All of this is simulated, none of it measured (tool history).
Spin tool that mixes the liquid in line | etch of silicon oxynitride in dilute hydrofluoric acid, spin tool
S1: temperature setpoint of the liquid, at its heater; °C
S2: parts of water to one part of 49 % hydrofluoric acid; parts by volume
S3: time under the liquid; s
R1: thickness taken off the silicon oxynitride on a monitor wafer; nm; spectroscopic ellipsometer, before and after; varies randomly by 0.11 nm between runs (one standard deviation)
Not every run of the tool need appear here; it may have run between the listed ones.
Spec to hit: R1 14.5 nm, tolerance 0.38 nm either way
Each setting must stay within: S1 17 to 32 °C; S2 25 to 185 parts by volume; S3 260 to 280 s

run	hour	S1	S2	S3	R1
1	0	24	105	260	11.777
2	8.1	24.5	105	260	12.129
3	16.5	27.5	105	260	13.751
4	21.7	27.5	75	260	20.036
5	25.3	27.5	75	280	21.418
6	28.7	27.5	75	260	20.003
7	35	26.5	75	260	18.871
8	37	26	75	260	18.778
9	45	25.5	75	260	18.178
# hour 48.5: hydrofluoric acid flow meter replaced
10	48.5	25	75	260	16.296
11	52.8	24	75	260	15.562

Which of these 5 next moves meets every target?
A	57.1	29.5	100	270	?
B	57.1	24.5	80	265	?
C	57.1	22	70	260	?
D	57.1	23.5	75	260	?
E	57.1	24.5	85	265	?

move	R1
A	15.476
B	15.343
C	15.374
D	15.371
E	14.379
A: closes in on the targets versus the last run, not all within tolerance yet
B: closes in on the targets versus the last run, not all within tolerance yet
C: closes in on the targets versus the last run, not all within tolerance yet
D: closes in on the targets versus the last run, not all within tolerance yet
E: every result within its allowed miss
Go with E: it meets all targets.
